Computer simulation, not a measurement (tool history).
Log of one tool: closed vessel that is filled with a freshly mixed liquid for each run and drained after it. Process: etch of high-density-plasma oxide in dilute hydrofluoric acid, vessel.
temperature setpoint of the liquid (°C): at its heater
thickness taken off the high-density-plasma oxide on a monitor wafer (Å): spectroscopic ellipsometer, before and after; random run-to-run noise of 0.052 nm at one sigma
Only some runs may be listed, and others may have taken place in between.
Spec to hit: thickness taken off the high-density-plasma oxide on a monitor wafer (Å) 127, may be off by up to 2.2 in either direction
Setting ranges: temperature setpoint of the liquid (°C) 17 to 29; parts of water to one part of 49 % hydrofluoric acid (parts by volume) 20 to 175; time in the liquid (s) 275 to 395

| run | hour | temperature setpoint of the liquid (°C) | parts of water to one part of 49 % hydrofluoric acid (parts by volume) | time in the liquid (s) | thickness taken off the high-density-plasma oxide on a monitor wafer (Å) |
|---|---|---|---|---|---|
| 1 | 0 | 21 | 95 | 395 | 207.6 |
| 2 | 3.6 | 21 | 120 | 395 | 161.31 |
| 3 | 7.7 | 19.5 | 125 | 395 | 144.25 |
| 4 | 10.4 | 19.5 | 155 | 395 | 113.81 |
| 5 | 19.1 | 19.5 | 175 | 395 | 98.151 |
| 6 | 28.7 | 19.5 | 175 | 395 | 97.567 |
| 7 | 36.6 | 21.5 | 175 | 395 | 106.45 |
| 8 | 43.4 | 23 | 175 | 395 | 112.24 |
| 9 | 51.9 | 24 | 175 | 395 | 115.91 |
| 10 | 56.2 | 25 | 175 | 395 | 121.52 |
| 11 | 65.4 | 25.5 | 175 | 395 | 124.15 |

Which of these 4 next moves meets every target?
| A | 74.6 | 25 | 160 | 360 | ? |
| B | 74.6 | 26 | 170 | 385 | ? |
| C | 74.6 | 27 | 165 | 380 | ? |
| D | 74.6 | 25.5 | 175 | 390 | ? |

| move | thickness taken off the high-density-plasma oxide on a monitor wafer (Å) |
|---|---|
| A | 122.7 |
| B | 126.71 |
| C | 134.48 |
| D | 121.7 |
A: further off than the last run
B: each result inside its tolerance
C: pushes the last run's worst result past its target
D: further off than the last run
The move that meets every target is B.
